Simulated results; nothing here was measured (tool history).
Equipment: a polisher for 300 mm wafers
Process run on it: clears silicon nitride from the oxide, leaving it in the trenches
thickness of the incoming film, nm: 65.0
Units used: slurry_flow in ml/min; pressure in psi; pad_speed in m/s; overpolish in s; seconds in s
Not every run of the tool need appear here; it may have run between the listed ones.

run 1 day=0.000 | slurry_flow=225 pressure=2.3 pad_speed=0.78 overpolish=42 | seconds=109.960
run 2 day=0.317 | slurry_flow=225 pressure=2.4 pad_speed=0.78 overpolish=42 | seconds=100.040
run 3 day=0.638 | slurry_flow=225 pressure=2.5 pad_speed=0.78 overpolish=42 | seconds=94.792
run 4 day=0.983 | slurry_flow=225 pressure=2.5 pad_speed=0.84 overpolish=42 | seconds=93.316
run 5 day=1.233 | slurry_flow=200 pressure=2.5 pad_speed=0.84 overpolish=42 | seconds=94.291
run 6 day=1.346 | slurry_flow=200 pressure=2.1 pad_speed=0.84 overpolish=42 | seconds=111.650
run 7 day=1.517 | slurry_flow=200 pressure=2.2 pad_speed=0.84 overpolish=42 | seconds=110.060
run 8 day=1.883 | slurry_flow=205 pressure=2.3 pad_speed=0.84 overpolish=42 | seconds=102.360
run 9 day=1.929 | slurry_flow=205 pressure=2.4 pad_speed=0.84 overpolish=42 | seconds=100.930
run 10 day=2.112 | slurry_flow=215 pressure=2.5 pad_speed=0.84 overpolish=42 | seconds=94.379
run 11 day=2.217 | slurry_flow=215 pressure=2.6 pad_speed=0.84 overpolish=42 | seconds=92.865

What does the tool deliver on the next run?
run 12 day=2.333 | slurry_flow=215 pressure=2.7 pad_speed=0.84 overpolish=42 | seconds=?

Run 12 yielded seconds 88.985 s.
